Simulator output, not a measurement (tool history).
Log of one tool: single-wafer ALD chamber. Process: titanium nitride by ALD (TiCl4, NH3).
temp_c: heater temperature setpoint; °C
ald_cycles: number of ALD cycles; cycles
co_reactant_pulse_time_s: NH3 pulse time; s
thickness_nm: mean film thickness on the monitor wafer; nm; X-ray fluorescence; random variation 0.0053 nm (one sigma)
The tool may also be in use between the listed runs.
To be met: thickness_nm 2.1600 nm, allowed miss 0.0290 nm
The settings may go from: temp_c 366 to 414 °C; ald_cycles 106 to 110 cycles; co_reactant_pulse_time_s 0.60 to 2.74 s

run,hour,temp_c,ald_cycles,co_reactant_pulse_time_s,thickness_nm
1,0.0,390,106,1.67,2.3759
2,5.1,396,106,1.67,2.3816
3,9.4,396,110,1.67,2.4758
4,14.0,391,109,1.49,2.4210
5,21.9,391,110,1.49,2.4365
6,29.6,387,109,1.34,2.3778
7,35.0,387,109,1.34,2.3816
8,41.6,384,108,1.21,2.3201
9,49.9,383,108,1.11,2.2894
10,51.6,374,106,0.63,1.6567
11,57.3,374,106,0.63,1.6492
12,58.3,379,106,0.63,1.7044
13,64.4,383,107,0.68,1.9043
14,71.6,394,107,0.68,1.9883
15,73.8,396,107,0.68,2.0096
16,78.7,408,110,1.06,2.4018
17,80.6,404,110,1.06,2.3966
18,83.3,401,110,1.06,2.3846
19,91.5,398,110,1.06,2.3737
20,100.7,395,110,1.06,2.3595
21,108.2,392,110,1.06,2.3438
22,115.5,380,106,0.60,1.5680
23,121.7,385,107,0.60,1.6475
24,130.2,389,108,0.63,1.8416
25,132.9,393,108,0.63,1.8674
26,138.2,396,108,0.64,1.9260
27,142.8,399,108,0.64,1.9468
28,146.1,401,108,0.65,1.9969

4 next moves are on the table. One of them brings every result within its allowed miss. Which?
A,149.4,402,106,0.72,?
B,149.4,414,109,0.69,?
C,149.4,404,106,0.71,?
D,149.4,406,109,0.67,?

move,thickness_nm
A,2.0927
B,2.1692
C,2.0892
D,2.0917
A: nearer than the last run, and not there yet
B: meets every target
C: nearer than the last run, and not there yet
D: nearer than the last run, and not there yet
Move B is the one to make.

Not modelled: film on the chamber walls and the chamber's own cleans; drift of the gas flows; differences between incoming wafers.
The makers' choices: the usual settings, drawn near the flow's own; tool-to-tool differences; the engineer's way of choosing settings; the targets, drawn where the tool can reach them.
